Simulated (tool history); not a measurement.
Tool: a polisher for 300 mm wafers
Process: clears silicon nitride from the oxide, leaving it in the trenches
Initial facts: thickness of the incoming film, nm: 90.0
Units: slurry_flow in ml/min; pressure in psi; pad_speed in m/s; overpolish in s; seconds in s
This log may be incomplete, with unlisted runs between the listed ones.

| run | hour | slurry_flow | pressure | pad_speed | overpolish | seconds |
|---|---|---|---|---|---|---|
| 1 | 0.0 | 190 | 2.9 | 0.98 | 44 | 107.10 |
| 2 | 2.1 | 190 | 2.5 | 0.94 | 44 | 129.49 |
| 3 | 8.5 | 190 | 2.2 | 0.92 | 44 | 148.71 |
| 4 | 11.8 | 190 | 2.0 | 0.90 | 44 | 162.87 |
| 5 | 13.5 | 190 | 1.8 | 0.88 | 44 | 187.81 |
| 6 | 19.4 | 190 | 1.8 | 0.88 | 44 | 182.60 |
| 7 | 23.0 | 190 | 1.7 | 0.88 | 44 | 197.08 |

What does the tool deliver on the next run?
| 8 | 26.5 | 190 | 1.6 | 0.88 | 44 | ? |

Logged for run 8: seconds 203.30 s.

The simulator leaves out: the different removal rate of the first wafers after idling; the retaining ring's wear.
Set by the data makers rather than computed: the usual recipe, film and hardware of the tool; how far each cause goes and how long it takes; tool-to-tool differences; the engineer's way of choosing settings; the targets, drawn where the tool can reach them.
